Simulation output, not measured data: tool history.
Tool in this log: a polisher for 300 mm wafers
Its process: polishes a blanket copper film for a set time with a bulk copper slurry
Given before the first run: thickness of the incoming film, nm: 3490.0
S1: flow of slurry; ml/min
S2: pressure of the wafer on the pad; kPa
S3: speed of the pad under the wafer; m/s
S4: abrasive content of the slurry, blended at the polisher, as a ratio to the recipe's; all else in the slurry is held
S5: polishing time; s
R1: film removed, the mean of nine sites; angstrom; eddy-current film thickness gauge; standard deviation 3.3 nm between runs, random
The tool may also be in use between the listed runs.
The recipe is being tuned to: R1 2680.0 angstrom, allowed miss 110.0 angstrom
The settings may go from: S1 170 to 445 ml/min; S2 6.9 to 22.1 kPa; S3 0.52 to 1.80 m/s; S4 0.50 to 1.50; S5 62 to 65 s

run,hour,S1,S2,S3,S4,S5,R1
1,0.0,285,14.5,1.16,1.00,62,5344.5
2,2.0,285,13.1,1.12,1.00,62,4859.6
3,4.0,285,13.1,1.30,1.00,62,5570.8
4,4.5,285,15.9,1.30,1.00,62,6354.2
5,13.3,285,14.5,1.22,1.00,62,5699.8
6,16.0,285,13.1,1.16,1.00,62,5059.0
7,17.6,285,12.4,1.08,1.00,62,4503.6
8,21.1,285,11.7,1.04,1.00,62,4077.8
9,23.9,285,11.0,1.02,1.00,62,3877.7
10,25.9,285,10.3,1.00,1.00,62,3621.6
11,27.0,285,9.7,0.98,1.00,62,3370.4
12,35.4,285,9.7,0.98,1.00,62,3380.0
13,44.4,285,9.0,0.98,1.00,62,3170.0
14,48.1,285,7.6,0.96,1.00,62,2784.7

Exactly one of the 4 candidate moves below puts every result within its allowed miss. Which one?
A,51.8,245,6.9,1.06,0.95,65,?
B,51.8,260,6.9,0.96,0.95,63,?
C,51.8,260,7.6,1.02,0.85,63,?
D,51.8,300,8.3,0.88,1.00,65,?

move,R1
A,3039.3
B,2690.0
C,2979.1
D,2936.7
A: moves away from the targets compared with the last run
B: all results in spec
C: moves away from the targets compared with the last run
D: moves away from the targets compared with the last run
The right move is B.

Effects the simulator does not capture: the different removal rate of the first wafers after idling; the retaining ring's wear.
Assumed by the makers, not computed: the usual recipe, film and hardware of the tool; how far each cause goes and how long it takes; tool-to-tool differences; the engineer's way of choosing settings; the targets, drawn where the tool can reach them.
